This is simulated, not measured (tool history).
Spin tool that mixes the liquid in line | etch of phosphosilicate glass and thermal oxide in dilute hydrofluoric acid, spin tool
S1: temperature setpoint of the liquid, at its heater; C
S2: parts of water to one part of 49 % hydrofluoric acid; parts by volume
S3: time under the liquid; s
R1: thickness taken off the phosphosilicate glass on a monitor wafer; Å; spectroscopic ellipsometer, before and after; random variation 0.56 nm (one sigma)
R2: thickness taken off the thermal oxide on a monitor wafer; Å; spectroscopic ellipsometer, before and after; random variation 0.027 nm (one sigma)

run	day	S1	S2	S3	R1	R2
1	0.000	22.0	70	65	546.83	38.399
2	0.104	23.0	70	65	567.40	40.269
3	0.442	23.5	70	65	575.54	41.025
4	0.617	24.0	70	65	593.83	41.992
5	0.662	24.5	70	65	607.15	42.716
6	0.808	25.0	70	65	607.81	43.601

Forecast run 7:
7	1.038	25.5	70	65	?	?

{"run 7": {"R1": 632.15, "R2": 44.46}}
